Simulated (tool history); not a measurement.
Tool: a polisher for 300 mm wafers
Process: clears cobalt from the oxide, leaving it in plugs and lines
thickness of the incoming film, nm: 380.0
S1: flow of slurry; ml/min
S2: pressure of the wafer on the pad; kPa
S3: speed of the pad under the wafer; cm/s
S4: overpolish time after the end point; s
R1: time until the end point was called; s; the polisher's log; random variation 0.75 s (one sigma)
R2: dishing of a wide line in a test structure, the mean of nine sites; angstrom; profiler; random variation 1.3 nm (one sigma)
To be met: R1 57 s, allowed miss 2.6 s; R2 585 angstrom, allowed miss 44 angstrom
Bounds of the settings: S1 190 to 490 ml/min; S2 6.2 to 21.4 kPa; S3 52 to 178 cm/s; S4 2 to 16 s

run 1 hour=0 | S1=315 S2=13.8 S3=114 S4=8 | R1=73.533 R2=327.05
run 2 hour=0.8 | S1=315 S2=13.8 S3=114 S4=11 | R1=72.185 R2=410.03
run 3 hour=4.4 | S1=315 S2=14.5 S3=114 S4=11 | R1=70.342 R2=433.36
run 4 hour=8.4 | S1=315 S2=14.5 S3=114 S4=12 | R1=70.787 R2=439.33
run 5 hour=10.6 | S1=315 S2=15.2 S3=114 S4=12 | R1=66.382 R2=455.35
run 6 hour=14.8 | S1=315 S2=12.4 S3=114 S4=12 | R1=80.431 R2=412.72
run 7 hour=19.7 | S1=315 S2=13.1 S3=114 S4=12 | R1=76.655 R2=409.85
run 8 hour=22.6 | S1=315 S2=13.8 S3=114 S4=12 | R1=74.578 R2=443.1
run 9 hour=25.7 | S1=315 S2=17.9 S3=116 S4=12 | R1=56.597 R2=517.69

5 next moves are on the table. One of them brings every result within its allowed miss. Which?
run A hour=28.8 | S1=340 S2=20.7 S3=108 S4=14 | R1=? R2=?
run B hour=28.8 | S1=310 S2=13.8 S3=148 S4=11 | R1=? R2=?
run C hour=28.8 | S1=300 S2=17.9 S3=120 S4=8 | R1=? R2=?
run D hour=28.8 | S1=410 S2=16.5 S3=124 S4=15 | R1=? R2=?
run E hour=28.8 | S1=340 S2=17.9 S3=114 S4=10 | R1=? R2=?

move=A R1=51.441 R2=581.75
move=B R1=56.533 R2=480.33
move=C R1=53.823 R2=401.21
move=D R1=55.368 R2=580.62
move=E R1=56.15 R2=453.8
A: brings the result that was furthest off to its target, and leaves another outside
B: further off than the last run
C: further off than the last run
D: meets every target
E: further off than the last run
Answer: D
